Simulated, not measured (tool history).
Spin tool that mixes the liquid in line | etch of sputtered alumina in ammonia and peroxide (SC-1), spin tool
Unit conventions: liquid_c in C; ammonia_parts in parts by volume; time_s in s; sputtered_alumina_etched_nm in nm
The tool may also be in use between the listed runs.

| run | hour | liquid_c | ammonia_parts | time_s | sputtered_alumina_etched_nm |
|---|---|---|---|---|---|
| 1 | 0 | 54 | 0.75 | 305 | 26.369 |
| 2 | 7.4 | 54 | 0.75 | 305 | 26.376 |
| 3 | 15.5 | 54 | 0.75 | 325 | 27.873 |
| 4 | 18.2 | 48 | 0.75 | 325 | 20.283 |
| 5 | 25.9 | 48 | 0.6 | 325 | 19.883 |
| 6 | 34.5 | 50 | 0.6 | 325 | 22.04 |
| 7 | 41.8 | 51.5 | 0.6 | 325 | 23.743 |

Forecast run 8:
| 8 | 42.5 | 53 | 0.6 | 325 | ? |

For run 8 the tool returned sputtered_alumina_etched_nm 26.045 nm.
